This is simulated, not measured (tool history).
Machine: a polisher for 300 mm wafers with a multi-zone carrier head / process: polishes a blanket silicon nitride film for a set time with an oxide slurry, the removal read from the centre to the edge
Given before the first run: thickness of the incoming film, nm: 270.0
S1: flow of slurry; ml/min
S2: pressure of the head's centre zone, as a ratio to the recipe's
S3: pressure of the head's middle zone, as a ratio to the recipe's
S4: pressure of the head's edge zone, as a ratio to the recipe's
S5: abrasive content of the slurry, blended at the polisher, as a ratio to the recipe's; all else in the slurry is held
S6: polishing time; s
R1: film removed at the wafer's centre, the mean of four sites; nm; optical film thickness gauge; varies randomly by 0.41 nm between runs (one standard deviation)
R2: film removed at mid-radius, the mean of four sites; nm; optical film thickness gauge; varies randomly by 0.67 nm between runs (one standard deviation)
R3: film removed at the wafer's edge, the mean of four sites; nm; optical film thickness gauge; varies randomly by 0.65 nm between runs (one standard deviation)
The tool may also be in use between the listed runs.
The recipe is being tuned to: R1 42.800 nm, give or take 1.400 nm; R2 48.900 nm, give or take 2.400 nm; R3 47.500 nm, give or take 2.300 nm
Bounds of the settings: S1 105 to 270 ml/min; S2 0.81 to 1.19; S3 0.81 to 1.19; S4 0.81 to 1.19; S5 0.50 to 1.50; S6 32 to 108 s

| run | hour | S1 | S2 | S3 | S4 | S5 | S6 | R1 | R2 | R3 |
|---|---|---|---|---|---|---|---|---|---|---|
| 1 | 0.0 | 175 | 1.00 | 1.00 | 1.00 | 1.00 | 70 | 48.652 | 49.222 | 47.340 |
| 2 | 9.0 | 170 | 0.99 | 1.00 | 1.00 | 1.00 | 70 | 46.884 | 49.099 | 47.132 |
| 3 | 14.5 | 170 | 0.99 | 1.00 | 0.94 | 1.00 | 70 | 46.700 | 49.668 | 46.421 |
| 4 | 21.7 | 170 | 0.99 | 1.00 | 1.00 | 1.00 | 70 | 46.657 | 49.467 | 47.005 |
| 5 | 28.8 | 170 | 0.99 | 1.00 | 1.00 | 1.00 | 77 | 52.159 | 54.299 | 52.818 |
| 6 | 35.5 | 170 | 0.93 | 1.00 | 1.00 | 1.00 | 77 | 48.335 | 53.264 | 52.726 |
| 7 | 38.3 | 170 | 0.93 | 1.00 | 1.00 | 1.00 | 77 | 48.588 | 54.100 | 51.815 |
| 8 | 42.7 | 165 | 0.92 | 0.99 | 0.99 | 1.00 | 77 | 47.107 | 53.131 | 51.626 |
|  | 46.8 | worn pad replaced by a new one |
| 9 | 46.8 | 160 | 0.92 | 0.99 | 0.98 | 1.00 | 77 | 54.995 | 60.870 | 59.617 |
| 10 | 47.5 | 165 | 0.92 | 0.99 | 0.98 | 1.00 | 77 | 54.527 | 60.625 | 59.282 |
| 11 | 49.8 | 165 | 0.92 | 0.99 | 0.98 | 1.00 | 77 | 53.636 | 60.368 | 59.197 |
| 12 | 56.9 | 175 | 0.92 | 0.99 | 0.99 | 1.00 | 77 | 54.680 | 60.320 | 60.383 |
| 13 | 59.0 | 140 | 0.86 | 0.91 | 0.89 | 0.75 | 76 | 40.711 | 45.756 | 44.511 |
| 14 | 64.5 | 145 | 0.86 | 0.91 | 0.89 | 0.75 | 76 | 41.120 | 46.817 | 46.394 |
| 15 | 68.2 | 150 | 0.86 | 0.91 | 0.89 | 0.75 | 76 | 41.449 | 46.715 | 45.857 |

Next run, 4 choices. One meets every target within its allowed miss, the rest don't. Which?
| A | 71.9 | 210 | 0.86 | 0.95 | 0.93 | 0.80 | 72 | ? | ? | ? |
| B | 71.9 | 130 | 0.84 | 0.83 | 0.96 | 0.80 | 77 | ? | ? | ? |
| C | 71.9 | 155 | 0.82 | 1.01 | 0.93 | 0.70 | 77 | ? | ? | ? |
| D | 71.9 | 185 | 0.84 | 0.93 | 0.94 | 0.50 | 97 | ? | ? | ? |

| move | R1 | R2 | R3 |
|---|---|---|---|
| A | 42.940 | 49.972 | 48.142 |
| B | 41.098 | 44.270 | 49.508 |
| C | 38.222 | 49.405 | 45.702 |
| D | 39.378 | 46.208 | 45.756 |
A: all results land within tolerance of their targets
B: the biggest miss grows against the last run
C: the biggest miss grows against the last run
D: the biggest miss grows against the last run
Move A is the one to make.
